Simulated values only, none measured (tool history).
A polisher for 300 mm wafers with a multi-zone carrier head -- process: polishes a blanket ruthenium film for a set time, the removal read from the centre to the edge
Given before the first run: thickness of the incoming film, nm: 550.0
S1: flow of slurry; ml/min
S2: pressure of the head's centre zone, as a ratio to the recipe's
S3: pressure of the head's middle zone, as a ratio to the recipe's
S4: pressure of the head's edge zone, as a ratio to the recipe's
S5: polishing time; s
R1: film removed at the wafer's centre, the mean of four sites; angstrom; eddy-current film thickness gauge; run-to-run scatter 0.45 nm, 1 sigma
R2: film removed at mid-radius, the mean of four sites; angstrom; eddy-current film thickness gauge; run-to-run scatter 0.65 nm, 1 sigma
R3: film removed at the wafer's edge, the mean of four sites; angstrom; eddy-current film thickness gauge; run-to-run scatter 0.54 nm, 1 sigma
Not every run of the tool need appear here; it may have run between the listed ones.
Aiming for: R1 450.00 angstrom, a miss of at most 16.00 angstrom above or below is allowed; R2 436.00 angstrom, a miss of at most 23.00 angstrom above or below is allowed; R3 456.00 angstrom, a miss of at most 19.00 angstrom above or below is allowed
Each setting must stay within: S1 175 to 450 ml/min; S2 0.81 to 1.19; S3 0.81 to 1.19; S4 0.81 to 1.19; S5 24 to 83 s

{"run": 1, "hour": 0.0, "S1": 290, "S2": 1.0, "S3": 1.0, "S4": 1.0, "S5": 53, "R1": 329.43, "R2": 333.67, "R3": 334.01}
{"run": 2, "hour": 4.9, "S1": 290, "S2": 1.0, "S3": 1.0, "S4": 1.07, "S5": 53, "R1": 333.53, "R2": 333.42, "R3": 344.87}
{"run": 3, "hour": 9.4, "S1": 290, "S2": 1.0, "S3": 1.0, "S4": 1.07, "S5": 41, "R1": 251.39, "R2": 260.43, "R3": 270.92}
{"run": 4, "hour": 12.6, "S1": 290, "S2": 1.0, "S3": 0.92, "S4": 1.07, "S5": 41, "R1": 254.16, "R2": 242.24, "R3": 264.84}
{"run": 5, "hour": 16.8, "S1": 290, "S2": 1.0, "S3": 0.92, "S4": 1.07, "S5": 48, "R1": 298.42, "R2": 297.79, "R3": 314.89}
{"run": 6, "hour": 25.2, "S1": 295, "S2": 1.01, "S3": 0.92, "S4": 1.08, "S5": 51, "R1": 325.51, "R2": 300.55, "R3": 327.2}
{"run": 7, "hour": 33.6, "S1": 295, "S2": 1.01, "S3": 0.92, "S4": 1.08, "S5": 51, "R1": 323.48, "R2": 307.15, "R3": 333.62}
{"run": 8, "hour": 34.7, "S1": 295, "S2": 1.01, "S3": 0.94, "S4": 1.09, "S5": 54, "R1": 338.04, "R2": 329.7, "R3": 356.1}
{"run": 9, "hour": 39.2, "S1": 295, "S2": 1.03, "S3": 0.96, "S4": 1.1, "S5": 56, "R1": 358.26, "R2": 350.87, "R3": 364.08}
{"run": 10, "hour": 47.1, "S1": 295, "S2": 1.03, "S3": 0.96, "S4": 1.11, "S5": 58, "R1": 372.61, "R2": 357.59, "R3": 381.66}
{"run": 11, "hour": 49.7, "S1": 295, "S2": 1.03, "S3": 0.97, "S4": 1.11, "S5": 60, "R1": 389.73, "R2": 381.67, "R3": 397.07}
{"run": 12, "hour": 55.7, "S1": 295, "S2": 1.03, "S3": 0.97, "S4": 1.12, "S5": 61, "R1": 397.15, "R2": 380.7, "R3": 404.8}
{"run": 13, "hour": 59.8, "S1": 295, "S2": 1.03, "S3": 0.97, "S4": 1.12, "S5": 61, "R1": 390.2, "R2": 388.36, "R3": 405.39}
{"run": 14, "hour": 65.5, "S1": 300, "S2": 1.04, "S3": 0.97, "S4": 1.13, "S5": 62, "R1": 406.84, "R2": 380.63, "R3": 410.47}
{"run": 15, "hour": 69.6, "S1": 300, "S2": 1.04, "S3": 0.97, "S4": 1.13, "S5": 63, "R1": 412.05, "R2": 394.02, "R3": 412.26}
{"run": 16, "hour": 73.9, "S1": 300, "S2": 1.04, "S3": 0.97, "S4": 1.13, "S5": 63, "R1": 409.46, "R2": 394.94, "R3": 420.49}
{"run": 17, "hour": 76.3, "S1": 300, "S2": 1.04, "S3": 0.97, "S4": 1.13, "S5": 64, "R1": 421.68, "R2": 392.31, "R3": 424.31}
{"run": 18, "hour": 77.6, "S1": 295, "S2": 1.04, "S3": 0.98, "S4": 1.13, "S5": 65, "R1": 420.46, "R2": 404.1, "R3": 427.02}
{"run": 19, "hour": 82.7, "S1": 305, "S2": 1.04, "S3": 0.98, "S4": 1.13, "S5": 65, "R1": 419.23, "R2": 408.64, "R3": 433.86}
{"run": 20, "hour": 89.0, "S1": 300, "S2": 1.04, "S3": 0.98, "S4": 1.13, "S5": 66, "R1": 429.93, "R2": 410.88, "R3": 442.0}

Exactly one of the 5 candidate moves below puts every result within its allowed miss. Which one?
{"run": "A", "hour": 95.3, "S1": 300, "S2": 1.07, "S3": 1.03, "S4": 1.16, "S5": 67, "R1": "?", "R2": "?", "R3": "?"}
{"run": "B", "hour": 95.3, "S1": 320, "S2": 0.98, "S3": 0.84, "S4": 1.15, "S5": 68, "R1": "?", "R2": "?", "R3": "?"}
{"run": "C", "hour": 95.3, "S1": 315, "S2": 1.08, "S3": 0.88, "S4": 1.14, "S5": 66, "R1": "?", "R2": "?", "R3": "?"}
{"run": "D", "hour": 95.3, "S1": 230, "S2": 1.0, "S3": 0.98, "S4": 1.19, "S5": 64, "R1": "?", "R2": "?", "R3": "?"}
{"run": "E", "hour": 95.3, "S1": 300, "S2": 0.97, "S3": 0.93, "S4": 1.13, "S5": 68, "R1": "?", "R2": "?", "R3": "?"}

move=A R1=446.20 R2=431.66 R3=440.04
move=B R1=416.49 R2=378.48 R3=448.16
move=C R1=445.28 R2=379.37 R3=433.07
move=D R1=387.06 R2=387.31 R3=416.31
move=E R1=409.98 R2=405.78 R3=443.23
A: hits every target within its allowed miss
B: moves away from the targets compared with the last run
C: brings the result that was furthest off to its target, and leaves another outside
D: moves away from the targets compared with the last run
E: moves away from the targets compared with the last run
Answer: A

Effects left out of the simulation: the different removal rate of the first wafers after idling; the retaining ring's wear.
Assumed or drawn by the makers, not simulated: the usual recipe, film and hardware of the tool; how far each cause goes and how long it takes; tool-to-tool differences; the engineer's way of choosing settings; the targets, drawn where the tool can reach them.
